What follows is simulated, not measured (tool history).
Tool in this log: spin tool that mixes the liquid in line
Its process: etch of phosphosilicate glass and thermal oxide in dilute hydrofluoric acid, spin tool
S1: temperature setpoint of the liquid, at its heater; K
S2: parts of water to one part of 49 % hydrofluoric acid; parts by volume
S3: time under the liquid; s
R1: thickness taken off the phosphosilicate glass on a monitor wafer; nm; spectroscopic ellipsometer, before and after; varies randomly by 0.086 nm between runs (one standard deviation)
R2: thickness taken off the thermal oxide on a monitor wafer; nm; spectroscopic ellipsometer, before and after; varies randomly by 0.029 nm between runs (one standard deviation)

{"run": 1, "hour": 0.0, "S1": 294.15, "S2": 220, "S3": 30, "R1": 20.152, "R2": 0.58321}
{"run": 2, "hour": 7.0, "S1": 293.65, "S2": 225, "S3": 30, "R1": 19.032, "R2": 0.47961}
{"run": 3, "hour": 8.2, "S1": 296.65, "S2": 225, "S3": 30, "R1": 21.437, "R2": 0.46496}
{"run": 4, "hour": 8.8, "S1": 295.65, "S2": 235, "S3": 30, "R1": 19.433, "R2": 0.51199}
{"run": 5, "hour": 13.2, "S1": 295.15, "S2": 240, "S3": 30, "R1": 18.812, "R2": 0.52779}
{"run": 6, "hour": 17.4, "S1": 295.15, "S2": 240, "S3": 20, "R1": 12.464, "R2": 0.33081}
{"run": 7, "hour": 21.0, "S1": 295.65, "S2": 240, "S3": 20, "R1": 12.67, "R2": 0.37322}
{"hour": 24.7, "done": "hydrofluoric acid flow meter replaced"}
{"run": 8, "hour": 24.7, "S1": 296.15, "S2": 240, "S3": 20, "R1": 11.68, "R2": 0.29226}
{"run": 9, "hour": 32.8, "S1": 295.65, "S2": 230, "S3": 20, "R1": 12.108, "R2": 0.32271}

Run 10, settings as shown, results not yet in. Your forecast:
{"run": 10, "hour": 33.5, "S1": 296.15, "S2": 225, "S3": 20, "R1": "?", "R2": "?"}

Run 10 yielded R1 12.510 nm, R2 0.35091 nm.

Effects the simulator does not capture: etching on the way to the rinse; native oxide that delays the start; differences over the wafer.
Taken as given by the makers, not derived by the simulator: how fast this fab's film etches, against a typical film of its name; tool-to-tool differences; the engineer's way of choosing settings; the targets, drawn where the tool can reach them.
